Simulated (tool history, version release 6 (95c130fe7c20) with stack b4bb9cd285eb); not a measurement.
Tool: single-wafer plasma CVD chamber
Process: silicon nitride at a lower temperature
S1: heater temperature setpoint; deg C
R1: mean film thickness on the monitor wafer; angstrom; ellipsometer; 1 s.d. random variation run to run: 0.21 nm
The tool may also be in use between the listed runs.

Run 1, hour 0: S1 345 deg C, chamber pressure (Pa) 215, RF power (W) 380, deposition time (s) 24.6. Result: R1 350.97 angstrom.
Run 2, hour 8.6: S1 345 deg C, chamber pressure (Pa) 224, RF power (W) 390, deposition time (s) 24.6. Result: R1 367.89 angstrom.
Run 3, hour 9.9: S1 345 deg C, chamber pressure (Pa) 224, RF power (W) 345, deposition time (s) 24.6. Result: R1 330.41 angstrom.
Run 4, hour 11.8: S1 345 deg C, chamber pressure (Pa) 233, RF power (W) 355, deposition time (s) 24.6. Result: R1 339.93 angstrom.
Run 5, hour 12.9: S1 341 deg C, chamber pressure (Pa) 233, RF power (W) 355, deposition time (s) 24.6. Result: R1 342.37 angstrom.
Run 6, hour 16: S1 341 deg C, chamber pressure (Pa) 241, RF power (W) 365, deposition time (s) 24.6. Result: R1 351.66 angstrom.
Run 7, hour 23.6: S1 341 deg C, chamber pressure (Pa) 248, RF power (W) 375, deposition time (s) 24.6. Result: R1 363.92 angstrom.

Run 8 comes next. What will it give?
Run 8, hour 26.7: S1 341 deg C, chamber pressure (Pa) 253, RF power (W) 380, deposition time (s) 24.6. Result: R1 ?.

{"run 8": {"R1": 372.88}}
